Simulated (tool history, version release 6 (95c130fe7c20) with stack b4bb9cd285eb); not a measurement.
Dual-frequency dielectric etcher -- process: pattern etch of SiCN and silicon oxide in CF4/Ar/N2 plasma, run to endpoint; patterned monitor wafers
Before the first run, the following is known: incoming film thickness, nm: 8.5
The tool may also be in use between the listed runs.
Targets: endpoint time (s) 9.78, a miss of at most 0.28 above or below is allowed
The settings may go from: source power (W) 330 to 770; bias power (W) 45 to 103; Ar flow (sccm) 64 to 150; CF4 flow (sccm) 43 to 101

run,day,source power (W),bias power (W),Ar flow (sccm),CF4 flow (sccm),endpoint time (s)
1,0,550,74,107,72,8.305
2,0.067,520,73,107,72,8.5287
3,0.192,590,73,107,72,7.9615
4,0.508,540,71,108,72,8.4035
# day 0.762: Ar flow controller replaced
5,0.762,500,70,109,71,8.9601
6,0.896,500,70,121,71,9.0326
7,1.054,480,69,121,71,9.2301
8,1.275,470,69,121,71,9.3468
9,1.404,470,69,121,71,9.4208
10,1.617,460,69,121,71,9.4981

5 next moves are on the table. One of them brings every result within its allowed miss. Which?
A,1.829,520,55,108,80,?
B,1.829,420,72,124,70,?
C,1.829,420,81,93,71,?
D,1.829,490,75,117,65,?
E,1.829,470,69,102,68,?

move,endpoint time (s)
A,9.1992
B,9.8511
C,8.8659
D,8.9834
E,9.1109
A: further off than the last run
B: every result lands within tolerance
C: further off than the last run
D: further off than the last run
E: further off than the last run
Correct choice: B, which meets every target
